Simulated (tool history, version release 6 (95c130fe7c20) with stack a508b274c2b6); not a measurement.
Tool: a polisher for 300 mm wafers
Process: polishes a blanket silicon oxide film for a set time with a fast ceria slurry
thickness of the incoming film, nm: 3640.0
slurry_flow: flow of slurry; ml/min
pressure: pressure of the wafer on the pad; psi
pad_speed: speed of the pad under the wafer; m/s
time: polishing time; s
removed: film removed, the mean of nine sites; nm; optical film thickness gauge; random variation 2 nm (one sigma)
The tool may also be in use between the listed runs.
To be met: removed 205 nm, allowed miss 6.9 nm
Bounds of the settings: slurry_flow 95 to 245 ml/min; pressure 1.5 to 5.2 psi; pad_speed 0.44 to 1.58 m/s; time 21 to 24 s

run 1 hour=0 | slurry_flow=155 pressure=3.3 pad_speed=1 time=24 | removed=376.37
run 2 hour=3.2 | slurry_flow=150 pressure=2.7 pad_speed=0.98 time=24 | removed=319.47
run 3 hour=11.1 | slurry_flow=150 pressure=2.7 pad_speed=1.08 time=24 | removed=346.4
run 4 hour=17.3 | slurry_flow=145 pressure=2.3 pad_speed=1 time=24 | removed=282.1
run 5 hour=23.4 | slurry_flow=140 pressure=2 pad_speed=0.98 time=24 | removed=243.79
run 6 hour=29 | slurry_flow=130 pressure=1.9 pad_speed=0.98 time=24 | removed=236.76
run 7 hour=37.9 | slurry_flow=125 pressure=1.8 pad_speed=0.98 time=24 | removed=223.92
run 8 hour=46.7 | slurry_flow=120 pressure=1.7 pad_speed=0.98 time=24 | removed=212.93
run 9 hour=54 | slurry_flow=115 pressure=1.7 pad_speed=0.98 time=24 | removed=212.65

5 next moves are on the table. One of them brings every result within its allowed miss. Which?
run A hour=61.3 | slurry_flow=100 pressure=1.9 pad_speed=1 time=24 | removed=?
run B hour=61.3 | slurry_flow=115 pressure=1.9 pad_speed=0.96 time=24 | removed=?
run C hour=61.3 | slurry_flow=125 pressure=1.8 pad_speed=0.98 time=24 | removed=?
run D hour=61.3 | slurry_flow=115 pressure=1.8 pad_speed=0.96 time=23 | removed=?
run E hour=61.3 | slurry_flow=115 pressure=1.6 pad_speed=1.1 time=23 | removed=?

move=A removed=229.55
move=B removed=226.94
move=C removed=226.19
move=D removed=209.21
move=E removed=219.88
A: further off than the last run
B: further off than the last run
C: further off than the last run
D: meets every target
E: further off than the last run
The right move is D.
